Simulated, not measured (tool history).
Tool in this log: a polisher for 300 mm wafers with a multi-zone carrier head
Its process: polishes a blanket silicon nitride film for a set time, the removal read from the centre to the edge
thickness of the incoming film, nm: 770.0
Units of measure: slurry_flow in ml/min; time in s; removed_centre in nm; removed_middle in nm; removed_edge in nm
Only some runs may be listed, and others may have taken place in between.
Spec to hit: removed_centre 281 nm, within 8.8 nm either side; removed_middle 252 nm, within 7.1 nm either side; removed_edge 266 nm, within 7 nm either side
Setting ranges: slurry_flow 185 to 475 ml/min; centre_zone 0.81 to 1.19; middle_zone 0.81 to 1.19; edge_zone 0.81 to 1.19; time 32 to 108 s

| run | day | slurry_flow | centre_zone | middle_zone | edge_zone | time | removed_centre | removed_middle | removed_edge |
|---|---|---|---|---|---|---|---|---|---|
| 1 | 0 | 305 | 1 | 1 | 1 | 70 | 190.11 | 191.26 | 190.47 |
| 2 | 0.3 | 310 | 1.02 | 1 | 1.03 | 73 | 195.93 | 204.64 | 200.78 |
| 3 | 0.675 | 310 | 1.04 | 0.98 | 1.03 | 76 | 210.73 | 206.41 | 208.7 |
| 4 | 0.971 | 310 | 1.04 | 0.98 | 1.03 | 64 | 177.48 | 172.15 | 174.03 |
| 5 | 1.279 | 310 | 1.07 | 0.98 | 1.03 | 64 | 180.1 | 171.04 | 175.62 |
| 6 | 1.462 | 265 | 1.07 | 0.98 | 1.03 | 64 | 176.45 | 169.3 | 173.41 |
| 7 | 1.5 | 350 | 1.17 | 1.05 | 1.13 | 83 | 251.71 | 243.91 | 242.14 |
| 8 | 1.762 | 355 | 1.17 | 1.04 | 1.13 | 84 | 258.7 | 241.06 | 245.11 |
| 9 | 2.038 | 360 | 1.17 | 1.04 | 1.14 | 85 | 259.98 | 244.91 | 248.15 |
| 10 | 2.108 | 360 | 1.17 | 1.04 | 1.14 | 86 | 262.57 | 245.47 | 249.82 |
| 11 | 2.288 | 360 | 1.17 | 1.04 | 1.14 | 87 | 265.74 | 254.21 | 255.02 |
| 12 | 2.429 | 360 | 1.17 | 1.04 | 1.14 | 87 | 264.57 | 249.15 | 254.38 |
| 13 | 2.558 | 360 | 1.17 | 1.04 | 1.14 | 88 | 271.01 | 257.88 | 254.47 |
| 14 | 2.767 | 365 | 1.17 | 1.03 | 1.15 | 88 | 268.37 | 254.16 | 260.14 |
| 15 | 2.85 | 365 | 1.17 | 1.02 | 1.15 | 88 | 266.64 | 253.26 | 261.43 |

Of the 5 settings listed for the next run, only one would bring every result within its allowed miss of target. Which one?
| A | 2.933 | 250 | 1.19 | 1.01 | 1.15 | 93 | ? | ? | ? |
| B | 2.933 | 475 | 1.03 | 0.99 | 1.12 | 88 | ? | ? | ? |
| C | 2.933 | 390 | 1.13 | 0.85 | 1.19 | 95 | ? | ? | ? |
| D | 2.933 | 390 | 1.15 | 1.03 | 1.19 | 86 | ? | ? | ? |
| E | 2.933 | 320 | 1.16 | 0.81 | 1.09 | 100 | ? | ? | ? |

| move | removed_centre | removed_middle | removed_edge |
|---|---|---|---|
| A | 274.17 | 251.48 | 263.72 |
| B | 244.77 | 246.79 | 256.38 |
| C | 280.25 | 231.5 | 283.24 |
| D | 257.65 | 246.01 | 255.79 |
| E | 296.06 | 230.62 | 281.72 |
A: every result lands within tolerance
B: its largest miss is bigger than the last run's
C: puts the biggest miss on target and leaves a different result outside tolerance
D: its largest miss is bigger than the last run's
E: the result that was furthest off in the last run now lies on the other side of its target
The move that meets every target is A.
